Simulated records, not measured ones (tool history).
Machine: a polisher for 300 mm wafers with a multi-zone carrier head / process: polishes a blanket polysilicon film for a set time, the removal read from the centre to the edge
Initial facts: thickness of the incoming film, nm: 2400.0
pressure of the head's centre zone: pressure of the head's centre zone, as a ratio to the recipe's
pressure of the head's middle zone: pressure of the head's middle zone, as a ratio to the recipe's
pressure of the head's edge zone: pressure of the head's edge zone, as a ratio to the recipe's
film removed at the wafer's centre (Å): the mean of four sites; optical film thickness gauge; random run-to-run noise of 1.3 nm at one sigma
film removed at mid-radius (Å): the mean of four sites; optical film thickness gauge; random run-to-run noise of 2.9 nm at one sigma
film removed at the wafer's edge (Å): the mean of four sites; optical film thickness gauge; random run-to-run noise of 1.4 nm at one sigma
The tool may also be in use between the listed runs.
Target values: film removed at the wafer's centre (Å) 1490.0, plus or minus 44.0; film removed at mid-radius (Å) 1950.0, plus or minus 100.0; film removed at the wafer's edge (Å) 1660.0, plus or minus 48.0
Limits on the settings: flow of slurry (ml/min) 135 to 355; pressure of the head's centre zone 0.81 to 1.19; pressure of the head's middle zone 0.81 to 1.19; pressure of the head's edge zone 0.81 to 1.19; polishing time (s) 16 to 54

run  hour  flow of slurry (ml/min)  pressure of the head's centre zone  pressure of the head's middle zone  pressure of the head's edge zone  polishing time (s)  film removed at the wafer's centre (Å)  film removed at mid-radius (Å)  film removed at the wafer's edge (Å)
  1   0.0                      225                                1.00                                1.00                              1.00                  35                                  1971.7                          2057.2                                2015.7
  2   4.0                      175                                1.00                                1.00                              1.00                  35                                  1876.5                          1938.9                                1960.8
  3  10.4                      175                                0.95                                1.00                              1.00                  35                                  1784.4                          1952.7                                1975.4
  4  13.5                      175                                0.94                                1.01                              0.98                  35                                  1811.6                          1970.3                                1913.7
  5  14.9                      170                                0.92                                1.02                              0.98                  35                                  1756.5                          1941.7                                1904.5
  6  17.1                      135                                0.92                                1.02                              0.98                  35                                  1649.2                          1830.8                                1858.8
  7  22.2                      135                                0.92                                1.02                              0.98                  35                                  1650.8                          1877.5                                1834.2
  8  27.8                      135                                0.92                                1.02                              0.98                  35                                  1609.9                          1852.4                                1862.8
  9  34.1                      135                                0.91                                1.04                              0.97                  35                                  1619.9                          1856.3                                1828.0
 10  41.3                      135                                0.90                                1.06                              0.96                  35                                  1617.2                          1927.6                                1833.9

Consider the 4 candidate settings below. Which is the only one whose results all fall within their allowed miss of target?
  A  48.5                      145                                0.90                                1.00                              0.98                  37                                       ?                               ?                                     ?
  B  48.5                      225                                1.07                                1.09                              0.81                  30                                       ?                               ?                                     ?
  C  48.5                      170                                0.85                                1.13                              0.87                  32                                       ?                               ?                                     ?
  D  48.5                      135                                0.93                                1.03                              1.01                  36                                       ?                               ?                                     ?

move  film removed at the wafer's centre (Å)  film removed at mid-radius (Å)  film removed at the wafer's edge (Å)
   A                                  1728.5                          1934.9                                1979.0
   B                                  1773.3                          1830.9                                1559.1
   C                                  1485.6                          1923.5                                1657.5
   D                                  1692.8                          1895.4                                1928.3
A: moves away from the targets compared with the last run
B: moves the result that the last run missed by most past its target, out the other side
C: all results in spec
D: moves away from the targets compared with the last run
So the answer is move C, the one that meets all the targets.
